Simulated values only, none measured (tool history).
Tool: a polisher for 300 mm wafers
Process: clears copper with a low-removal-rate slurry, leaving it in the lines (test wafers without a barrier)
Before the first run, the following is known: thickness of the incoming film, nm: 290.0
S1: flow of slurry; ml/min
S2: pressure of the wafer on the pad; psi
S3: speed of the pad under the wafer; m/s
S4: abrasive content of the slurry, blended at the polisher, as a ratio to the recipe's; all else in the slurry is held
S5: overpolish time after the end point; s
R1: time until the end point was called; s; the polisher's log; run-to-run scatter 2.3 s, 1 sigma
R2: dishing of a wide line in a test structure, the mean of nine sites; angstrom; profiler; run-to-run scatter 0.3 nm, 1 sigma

run  hour   S1   S2    S3   S4  S5       R1      R2
  1   0.0  155  2.2  0.94  1.0  20  140.210  306.91
  2   5.0  155  2.2  0.94  1.2  20  139.590  311.10
  3   6.4  135  2.2  0.94  1.2  20  140.410  303.96
  4  11.8  135  2.7  0.94  1.2  20  117.290  363.59
  5  17.8  135  2.7  1.12  1.2  20   97.128  410.40
  6  24.2  110  2.7  1.12  1.2  20  100.730  409.77
  7  31.2  110  2.5  1.10  1.2  19  111.980  364.26
  8  37.5  115  2.3  1.08  1.2  18  124.850  305.64

What does the tool deliver on the next run?
  9  40.0  115  2.1  1.08  1.2  17   ?   ?

R1: 134.990 s
R2: 277.38 angstrom
